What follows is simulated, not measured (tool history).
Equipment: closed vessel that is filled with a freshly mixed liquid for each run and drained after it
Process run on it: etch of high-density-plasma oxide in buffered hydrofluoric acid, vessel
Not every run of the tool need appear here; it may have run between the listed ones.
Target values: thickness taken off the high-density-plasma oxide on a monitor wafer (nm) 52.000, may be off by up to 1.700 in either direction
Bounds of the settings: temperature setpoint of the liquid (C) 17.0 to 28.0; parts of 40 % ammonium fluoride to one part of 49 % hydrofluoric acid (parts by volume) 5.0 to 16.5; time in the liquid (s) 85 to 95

run	hour	temperature setpoint of the liquid (C)	parts of 40 % ammonium fluoride to one part of 49 % hydrofluoric acid (parts by volume)	time in the liquid (s)	thickness taken off the high-density-plasma oxide on a monitor wafer (nm)
1	0.0	20.0	10.0	85	95.637
2	8.1	20.0	10.0	95	106.420
3	16.1	20.0	12.5	95	85.556
4	23.5	23.0	12.5	95	100.820
5	30.2	22.0	13.0	95	92.611
6	34.2	21.0	13.5	95	85.012
7	35.4	20.5	14.0	95	79.781
# hour 38.7: thermometer replaced
8	38.7	20.0	14.5	95	67.559
9	46.3	19.5	14.5	95	67.079
10	53.8	19.0	14.5	95	65.274
11	57.0	18.5	14.5	95	63.385
12	62.7	18.0	14.5	95	62.201
13	69.0	17.5	15.0	95	58.283

Which one of the following 4 next-run settings gets every result inside its allowed miss? There is exactly one.
A	75.3	18.0	14.5	85	?
B	75.3	17.0	15.5	90	?
C	75.3	19.5	15.0	90	?
D	75.3	17.0	14.5	95	?

move	thickness taken off the high-density-plasma oxide on a monitor wafer (nm)
A	54.286
B	50.845
C	60.514
D	57.311
A: moves toward the targets from the last run without getting all of them in spec
B: in spec on every target
C: the biggest miss grows against the last run
D: moves toward the targets from the last run without getting all of them in spec
B meets every target.
